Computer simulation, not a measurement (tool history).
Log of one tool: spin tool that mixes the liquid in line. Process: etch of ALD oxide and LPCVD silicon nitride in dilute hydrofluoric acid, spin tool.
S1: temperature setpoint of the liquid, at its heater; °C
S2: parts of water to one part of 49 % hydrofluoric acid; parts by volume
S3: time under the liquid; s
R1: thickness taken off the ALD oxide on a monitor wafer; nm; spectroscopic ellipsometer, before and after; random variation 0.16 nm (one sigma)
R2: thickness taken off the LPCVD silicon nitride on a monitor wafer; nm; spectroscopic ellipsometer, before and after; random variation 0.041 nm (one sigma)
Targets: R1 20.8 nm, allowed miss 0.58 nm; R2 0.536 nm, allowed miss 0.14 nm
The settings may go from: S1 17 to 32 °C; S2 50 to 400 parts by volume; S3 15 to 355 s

run    day    S1   S2   S3      R1       R2
  1      0    24  225  180  16.049  0.40123
  2  0.092    24  175  180   21.61  0.53062
  3  0.388  26.5  175  180   23.62  0.57789
  4  0.646    28  175  180  25.011  0.69789
  5  0.867    27  175  180  24.303  0.56805
  6  1.042  26.5  175  180  23.553  0.63788
  7  1.162    26  175  180  23.418  0.51579
  8    1.3  27.5  210  180  19.586  0.59557

5 next moves are on the table. One of them brings every result within its allowed miss. Which?
  A  1.438    24  190  190   ?   ?
  B  1.438    27  230  200   ?   ?
  C  1.438    32  245  180   ?   ?
  D  1.438    28  230  220   ?   ?
  E  1.438  29.5  230  190   ?   ?

move      R1       R2
   A  20.711  0.53409
   B  19.206  0.55983
   C  18.885  0.63496
   D  21.875   0.6542
   E   19.89  0.61799
A: meets every target
B: further off than the last run
C: further off than the last run
D: takes the result that was furthest off past its target
E: nearer than the last run, and not there yet
Answer: A

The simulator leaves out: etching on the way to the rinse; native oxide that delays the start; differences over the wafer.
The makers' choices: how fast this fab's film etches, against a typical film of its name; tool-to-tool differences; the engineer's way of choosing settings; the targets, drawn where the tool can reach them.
